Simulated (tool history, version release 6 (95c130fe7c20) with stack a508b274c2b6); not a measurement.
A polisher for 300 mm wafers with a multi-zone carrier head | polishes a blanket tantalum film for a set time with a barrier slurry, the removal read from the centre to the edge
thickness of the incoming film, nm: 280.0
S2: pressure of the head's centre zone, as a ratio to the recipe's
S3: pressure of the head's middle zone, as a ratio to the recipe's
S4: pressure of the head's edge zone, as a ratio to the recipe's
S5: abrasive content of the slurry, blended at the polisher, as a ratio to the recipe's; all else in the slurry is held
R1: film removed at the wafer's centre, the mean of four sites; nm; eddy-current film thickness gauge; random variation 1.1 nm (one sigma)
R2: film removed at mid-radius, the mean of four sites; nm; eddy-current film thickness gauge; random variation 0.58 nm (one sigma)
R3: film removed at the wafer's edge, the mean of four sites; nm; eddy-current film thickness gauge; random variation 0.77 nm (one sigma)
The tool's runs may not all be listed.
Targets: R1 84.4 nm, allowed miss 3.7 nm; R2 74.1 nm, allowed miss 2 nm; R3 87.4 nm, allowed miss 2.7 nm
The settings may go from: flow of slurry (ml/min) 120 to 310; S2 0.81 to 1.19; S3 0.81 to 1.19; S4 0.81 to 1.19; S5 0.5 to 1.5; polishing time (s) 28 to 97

{"run": 1, "hour": 0.0, "flow of slurry (ml/min)": 200, "S2": 1, "S3": 1, "S4": 1, "S5": 1, "polishing time (s)": 62, "R1": 104.07, "R2": 110.11, "R3": 106}
{"run": 2, "hour": 6.4, "flow of slurry (ml/min)": 200, "S2": 1, "S3": 1, "S4": 1, "S5": 1, "polishing time (s)": 47, "R1": 80.079, "R2": 82.569, "R3": 79.764}
{"run": 3, "hour": 12.3, "flow of slurry (ml/min)": 200, "S2": 1, "S3": 0.92, "S4": 1, "S5": 1, "polishing time (s)": 47, "R1": 78.912, "R2": 77.606, "R3": 79.808}
{"run": 4, "hour": 15.0, "flow of slurry (ml/min)": 200, "S2": 1, "S3": 0.92, "S4": 1, "S5": 0.95, "polishing time (s)": 47, "R1": 78.65, "R2": 75.616, "R3": 80.045}
{"run": 5, "hour": 20.1, "flow of slurry (ml/min)": 205, "S2": 1.01, "S3": 0.91, "S4": 1.02, "S5": 0.95, "polishing time (s)": 47, "R1": 80.875, "R2": 76.016, "R3": 80.132}
{"run": 6, "hour": 27.6, "flow of slurry (ml/min)": 205, "S2": 1.01, "S3": 0.91, "S4": 1.02, "S5": 0.95, "polishing time (s)": 36, "R1": 61.134, "R2": 58.301, "R3": 62.103}
{"run": 7, "hour": 36.4, "flow of slurry (ml/min)": 200, "S2": 1.02, "S3": 0.89, "S4": 1.05, "S5": 1.05, "polishing time (s)": 38, "R1": 67.852, "R2": 62.581, "R3": 66.316}
{"run": 8, "hour": 42.9, "flow of slurry (ml/min)": 200, "S2": 1.01, "S3": 0.87, "S4": 1.07, "S5": 1.05, "polishing time (s)": 41, "R1": 71.022, "R2": 65.089, "R3": 74.524}
{"run": 9, "hour": 43.8, "flow of slurry (ml/min)": 200, "S2": 1.01, "S3": 0.87, "S4": 1.07, "S5": 1.05, "polishing time (s)": 41, "R1": 70.134, "R2": 65.69, "R3": 73.384}
{"run": 10, "hour": 45.5, "flow of slurry (ml/min)": 210, "S2": 1.02, "S3": 0.86, "S4": 1.09, "S5": 1.1, "polishing time (s)": 42, "R1": 75.823, "R2": 67.398, "R3": 77.942}
{"run": 11, "hour": 46.4, "flow of slurry (ml/min)": 225, "S2": 1.02, "S3": 0.87, "S4": 1.1, "S5": 1.1, "polishing time (s)": 42, "R1": 75.042, "R2": 69.259, "R3": 77.054}
{"run": 12, "hour": 50.3, "flow of slurry (ml/min)": 225, "S2": 1.02, "S3": 0.86, "S4": 1.11, "S5": 1.15, "polishing time (s)": 42, "R1": 75.342, "R2": 69.575, "R3": 78.61}
{"run": 13, "hour": 53.0, "flow of slurry (ml/min)": 225, "S2": 1.03, "S3": 0.85, "S4": 1.12, "S5": 1.2, "polishing time (s)": 42, "R1": 77.502, "R2": 68.793, "R3": 81.579}
{"run": 14, "hour": 59.2, "flow of slurry (ml/min)": 235, "S2": 1.04, "S3": 0.85, "S4": 1.13, "S5": 1.25, "polishing time (s)": 42, "R1": 80.082, "R2": 70.792, "R3": 82.154}
{"run": 15, "hour": 63.0, "flow of slurry (ml/min)": 240, "S2": 1.04, "S3": 0.85, "S4": 1.14, "S5": 1.25, "polishing time (s)": 42, "R1": 79.733, "R2": 70.569, "R3": 82.64}
{"run": 16, "hour": 65.1, "flow of slurry (ml/min)": 245, "S2": 1.04, "S3": 0.85, "S4": 1.15, "S5": 1.3, "polishing time (s)": 42, "R1": 81.134, "R2": 70.917, "R3": 84.021}

Which of these 5 next moves meets every target?
{"run": "A", "hour": 67.2, "flow of slurry (ml/min)": 280, "S2": 1, "S3": 0.93, "S4": 1.09, "S5": 1.25, "polishing time (s)": 41, "R1": "?", "R2": "?", "R3": "?"}
{"run": "B", "hour": 67.2, "flow of slurry (ml/min)": 275, "S2": 1.16, "S3": 0.89, "S4": 1.11, "S5": 1.25, "polishing time (s)": 41, "R1": "?", "R2": "?", "R3": "?"}
{"run": "C", "hour": 67.2, "flow of slurry (ml/min)": 240, "S2": 0.92, "S3": 0.86, "S4": 1.19, "S5": 1.25, "polishing time (s)": 44, "R1": "?", "R2": "?", "R3": "?"}
{"run": "D", "hour": 67.2, "flow of slurry (ml/min)": 245, "S2": 1.03, "S3": 0.84, "S4": 1.13, "S5": 1.3, "polishing time (s)": 44, "R1": "?", "R2": "?", "R3": "?"}
{"run": "E", "hour": 67.2, "flow of slurry (ml/min)": 200, "S2": 1.08, "S3": 0.81, "S4": 1.19, "S5": 1.35, "polishing time (s)": 41, "R1": "?", "R2": "?", "R3": "?"}

move=A R1=77.864 R2=74.867 R3=80.001
move=B R1=90.203 R2=72.319 R3=80.659
move=C R1=75.298 R2=74.63 R3=88.693
move=D R1=85.304 R2=74.152 R3=87.245
move=E R1=81.48 R2=66.017 R3=82.474
A: brings the result that was furthest off to its target, and leaves another outside
B: brings the result that was furthest off to its target, and leaves another outside
C: brings the result that was furthest off to its target, and leaves another outside
D: meets every target
E: further off than the last run
Answer: D

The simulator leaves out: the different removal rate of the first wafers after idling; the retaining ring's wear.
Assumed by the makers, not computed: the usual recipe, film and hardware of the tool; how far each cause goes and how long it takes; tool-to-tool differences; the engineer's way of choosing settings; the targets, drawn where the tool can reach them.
